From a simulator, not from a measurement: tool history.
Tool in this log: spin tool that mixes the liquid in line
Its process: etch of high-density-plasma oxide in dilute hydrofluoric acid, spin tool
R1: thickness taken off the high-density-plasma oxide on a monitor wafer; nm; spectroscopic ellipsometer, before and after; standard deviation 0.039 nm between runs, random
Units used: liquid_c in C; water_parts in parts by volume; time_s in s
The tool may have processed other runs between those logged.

{"run": 1, "hour": 0.0, "liquid_c": 21.0, "water_parts": 190, "time_s": 265, "R1": 6.8943}
{"run": 2, "hour": 3.8, "liquid_c": 19.0, "water_parts": 190, "time_s": 265, "R1": 6.312}
{"run": 3, "hour": 10.4, "liquid_c": 18.5, "water_parts": 190, "time_s": 265, "R1": 6.2338}
{"run": 4, "hour": 14.0, "liquid_c": 18.5, "water_parts": 235, "time_s": 265, "R1": 4.7933}
{"run": 5, "hour": 16.3, "liquid_c": 20.0, "water_parts": 235, "time_s": 265, "R1": 5.0992}
{"run": 6, "hour": 20.0, "liquid_c": 21.5, "water_parts": 235, "time_s": 265, "R1": 5.4085}
{"run": 7, "hour": 25.7, "liquid_c": 22.5, "water_parts": 235, "time_s": 265, "R1": 5.6107}

Forecast run 8:
{"run": 8, "hour": 29.7, "liquid_c": 23.0, "water_parts": 235, "time_s": 265, "R1": "?"}

{"run 8": {"R1": 5.6935}}

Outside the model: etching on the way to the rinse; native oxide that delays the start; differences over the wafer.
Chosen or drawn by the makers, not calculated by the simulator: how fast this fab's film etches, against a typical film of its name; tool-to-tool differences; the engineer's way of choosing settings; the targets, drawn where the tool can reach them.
